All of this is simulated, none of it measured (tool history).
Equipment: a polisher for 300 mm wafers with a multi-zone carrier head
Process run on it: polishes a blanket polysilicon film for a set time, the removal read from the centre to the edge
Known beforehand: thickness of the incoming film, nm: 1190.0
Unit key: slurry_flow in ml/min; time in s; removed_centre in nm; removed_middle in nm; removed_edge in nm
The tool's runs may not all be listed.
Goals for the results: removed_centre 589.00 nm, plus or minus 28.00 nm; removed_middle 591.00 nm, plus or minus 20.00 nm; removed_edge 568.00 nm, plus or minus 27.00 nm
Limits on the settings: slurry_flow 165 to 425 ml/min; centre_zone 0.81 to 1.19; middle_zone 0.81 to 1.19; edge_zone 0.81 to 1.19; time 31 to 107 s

| run | day | slurry_flow | centre_zone | middle_zone | edge_zone | time | removed_centre | removed_middle | removed_edge |
|---|---|---|---|---|---|---|---|---|---|
| 1 | 0.000 | 275 | 1.00 | 1.00 | 1.00 | 69 | 491.97 | 504.91 | 497.64 |
| 2 | 0.271 | 275 | 1.00 | 0.96 | 1.00 | 69 | 480.00 | 483.82 | 514.38 |
| 3 | 0.604 | 280 | 1.01 | 0.98 | 1.02 | 71 | 513.11 | 513.94 | 529.23 |
| 4 | 0.912 | 285 | 1.02 | 1.00 | 1.04 | 72 | 521.26 | 526.48 | 531.86 |
| 5 | 0.954 | 285 | 1.09 | 1.00 | 1.04 | 72 | 565.74 | 529.05 | 537.97 |
| 6 | 1.033 | 285 | 1.08 | 1.01 | 1.05 | 73 | 559.42 | 541.19 | 531.22 |
| 7 | 1.254 | 290 | 1.07 | 1.01 | 1.05 | 74 | 570.28 | 545.64 | 546.06 |
| 8 | 1.508 | 290 | 1.06 | 1.02 | 1.05 | 75 | 563.91 | 553.25 | 571.91 |

Next run, 4 choices. One meets every target within its allowed miss, the rest don't. Which?
| A | 1.762 | 355 | 1.06 | 1.04 | 1.03 | 76 | ? | ? | ? |
| B | 1.762 | 250 | 1.12 | 0.92 | 1.10 | 78 | ? | ? | ? |
| C | 1.762 | 270 | 1.15 | 1.16 | 0.95 | 73 | ? | ? | ? |
| D | 1.762 | 295 | 1.04 | 0.94 | 1.11 | 73 | ? | ? | ? |

| move | removed_centre | removed_middle | removed_edge |
|---|---|---|---|
| A | 604.73 | 587.39 | 576.08 |
| B | 633.50 | 527.10 | 597.78 |
| C | 614.99 | 605.04 | 522.07 |
| D | 559.91 | 510.31 | 568.52 |
A: every result lands within tolerance
B: moves away from the targets compared with the last run
C: meets the target for the result that was furthest off, but another lies outside its allowed miss
D: moves away from the targets compared with the last run
Move A is the one to make.
